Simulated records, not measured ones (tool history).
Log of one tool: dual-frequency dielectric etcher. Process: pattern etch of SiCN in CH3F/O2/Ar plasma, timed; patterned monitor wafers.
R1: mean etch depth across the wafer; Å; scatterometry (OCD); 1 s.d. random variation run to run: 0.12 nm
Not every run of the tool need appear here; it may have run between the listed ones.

{"run": 1, "hour": 0.0, "source power (kW)": 0.47, "bias power (kW)": 0.083, "etch time (s)": 50, "R1": 221.14}
{"run": 2, "hour": 5.7, "source power (kW)": 0.41, "bias power (kW)": 0.083, "etch time (s)": 50, "R1": 212.21}
{"run": 3, "hour": 8.9, "source power (kW)": 0.39, "bias power (kW)": 0.082, "etch time (s)": 50, "R1": 209.53}
{"run": 4, "hour": 12.6, "source power (kW)": 0.38, "bias power (kW)": 0.081, "etch time (s)": 50, "R1": 204.83}
{"run": 5, "hour": 16.5, "source power (kW)": 0.38, "bias power (kW)": 0.092, "etch time (s)": 50, "R1": 219.48}
{"run": 6, "hour": 24.5, "source power (kW)": 0.36, "bias power (kW)": 0.09, "etch time (s)": 50, "R1": 212.53}
{"run": 7, "hour": 30.6, "source power (kW)": 0.35, "bias power (kW)": 0.089, "etch time (s)": 50, "R1": 209.37}

For run 8, what comes out?
{"run": 8, "hour": 38.1, "source power (kW)": 0.34, "bias power (kW)": 0.089, "etch time (s)": 50, "R1": "?"}

{"run 8": {"R1": 206.91}}

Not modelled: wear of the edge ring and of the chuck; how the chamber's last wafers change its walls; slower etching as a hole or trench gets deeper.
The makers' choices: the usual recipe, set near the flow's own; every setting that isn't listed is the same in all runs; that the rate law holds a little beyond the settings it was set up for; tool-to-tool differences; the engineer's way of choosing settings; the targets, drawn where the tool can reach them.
